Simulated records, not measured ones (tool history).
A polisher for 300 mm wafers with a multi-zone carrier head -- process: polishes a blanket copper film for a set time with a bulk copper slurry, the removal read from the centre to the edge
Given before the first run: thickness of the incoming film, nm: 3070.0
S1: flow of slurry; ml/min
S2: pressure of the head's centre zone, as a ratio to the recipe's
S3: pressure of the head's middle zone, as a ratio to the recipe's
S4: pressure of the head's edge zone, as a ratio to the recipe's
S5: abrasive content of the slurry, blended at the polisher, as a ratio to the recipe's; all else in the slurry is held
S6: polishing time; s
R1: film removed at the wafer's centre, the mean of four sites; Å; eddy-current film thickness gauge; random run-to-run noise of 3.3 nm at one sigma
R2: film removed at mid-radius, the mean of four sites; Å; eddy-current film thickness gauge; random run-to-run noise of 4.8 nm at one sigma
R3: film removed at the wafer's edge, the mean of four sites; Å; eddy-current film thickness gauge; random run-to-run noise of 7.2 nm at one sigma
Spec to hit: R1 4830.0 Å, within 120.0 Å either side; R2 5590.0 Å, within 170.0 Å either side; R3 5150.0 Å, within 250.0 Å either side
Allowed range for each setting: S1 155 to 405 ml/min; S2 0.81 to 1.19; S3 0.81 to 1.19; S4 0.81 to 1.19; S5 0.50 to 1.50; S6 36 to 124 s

run,hour,S1,S2,S3,S4,S5,S6,R1,R2,R3
1,0.0,260,1.00,1.00,1.00,1.00,79,3638.0,3821.0,3790.6
2,7.1,265,1.01,1.03,1.03,1.10,81,3865.7,4020.4,3941.5
3,9.0,265,1.01,1.03,0.99,1.10,81,3887.2,4055.0,4046.8
4,14.2,275,1.01,1.06,1.00,1.15,83,4005.3,4412.3,4179.4
5,16.5,240,1.01,1.06,1.00,1.15,83,3920.6,4309.0,4119.3
6,18.9,245,1.01,1.07,1.00,1.20,85,4149.1,4441.4,4220.3
7,27.4,245,0.93,1.17,1.10,1.45,96,4462.4,5832.9,5220.5
8,34.1,250,0.94,1.16,1.09,1.45,96,4540.2,5749.0,5333.5

4 candidate next runs follow, results not yet known. Just one meets every target within its allowed miss. Identify it.
A,40.8,240,0.91,1.18,1.08,1.35,99,?,?,?
B,40.8,225,1.00,1.13,1.05,1.35,99,?,?,?
C,40.8,240,0.90,1.12,1.12,1.50,96,?,?,?
D,40.8,240,0.96,1.16,1.01,1.25,106,?,?,?

move,R1,R2,R3
A,4430.1,5811.0,5196.0
B,4827.0,5551.1,5112.8
C,4364.0,5536.3,5256.6
D,4906.3,6008.1,5317.7
A: the biggest miss grows against the last run
B: in spec on every target
C: the biggest miss grows against the last run
D: the worst result of the last run now meets its target, but another is out of spec
The move that meets every target is B.

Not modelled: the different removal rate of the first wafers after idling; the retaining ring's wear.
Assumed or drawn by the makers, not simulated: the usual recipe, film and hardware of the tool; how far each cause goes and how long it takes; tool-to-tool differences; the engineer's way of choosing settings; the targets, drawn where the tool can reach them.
